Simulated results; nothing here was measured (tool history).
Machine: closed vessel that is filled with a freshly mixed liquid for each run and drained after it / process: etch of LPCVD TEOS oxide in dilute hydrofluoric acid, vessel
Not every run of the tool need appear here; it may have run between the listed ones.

run	hour	temperature setpoint of the liquid (°C)	parts of water to one part of 49 % hydrofluoric acid (parts by volume)	time in the liquid (s)	thickness taken off the LPCVD TEOS oxide on a monitor wafer (Å)
1	0	22	120	105	259.98
2	1.1	24.5	120	105	282.19
3	2.1	24.5	120	105	287.17
4	9.3	27	120	105	314.36
5	14.5	28.5	120	105	330.76
6	16.3	28.5	145	105	263.71
7	18.8	29	125	105	322.54
8	20.6	29	110	105	372.53
9	28.8	29	100	105	417.8
10	38	29	95	105	445.33

Run 11 comes next. What will it give?
11	47.3	29	95	105	?

{"run 11": {"thickness taken off the LPCVD TEOS oxide on a monitor wafer (Å)": 442.57}}
